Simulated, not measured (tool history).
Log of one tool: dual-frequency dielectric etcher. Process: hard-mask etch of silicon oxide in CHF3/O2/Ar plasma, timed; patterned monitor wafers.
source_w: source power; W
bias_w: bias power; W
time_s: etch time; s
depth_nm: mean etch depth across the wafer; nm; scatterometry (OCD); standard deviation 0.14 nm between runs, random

{"run": 1, "hour": 0.0, "source_w": 630, "bias_w": 179, "time_s": 17.0, "depth_nm": 32.551}
{"run": 2, "hour": 5.1, "source_w": 610, "bias_w": 173, "time_s": 17.0, "depth_nm": 31.999}
{"run": 3, "hour": 14.1, "source_w": 590, "bias_w": 167, "time_s": 17.0, "depth_nm": 31.082}
{"run": 4, "hour": 21.9, "source_w": 570, "bias_w": 162, "time_s": 17.0, "depth_nm": 30.332}
{"run": 5, "hour": 29.0, "source_w": 570, "bias_w": 185, "time_s": 17.0, "depth_nm": 31.586}
{"run": 6, "hour": 33.3, "source_w": 650, "bias_w": 185, "time_s": 17.0, "depth_nm": 33.691}
{"run": 7, "hour": 37.4, "source_w": 620, "bias_w": 180, "time_s": 17.0, "depth_nm": 32.396}
{"run": 8, "hour": 43.2, "source_w": 600, "bias_w": 175, "time_s": 17.0, "depth_nm": 31.633}
{"run": 9, "hour": 44.8, "source_w": 580, "bias_w": 171, "time_s": 17.0, "depth_nm": 31.471}
{"run": 10, "hour": 49.4, "source_w": 450, "bias_w": 135, "time_s": 15.5, "depth_nm": 23.098}

The next listed run, before its measurement:
{"run": 11, "hour": 55.7, "source_w": 460, "bias_w": 135, "time_s": 15.5, "depth_nm": "?"}

{"run 11": {"depth_nm": 23.441}}

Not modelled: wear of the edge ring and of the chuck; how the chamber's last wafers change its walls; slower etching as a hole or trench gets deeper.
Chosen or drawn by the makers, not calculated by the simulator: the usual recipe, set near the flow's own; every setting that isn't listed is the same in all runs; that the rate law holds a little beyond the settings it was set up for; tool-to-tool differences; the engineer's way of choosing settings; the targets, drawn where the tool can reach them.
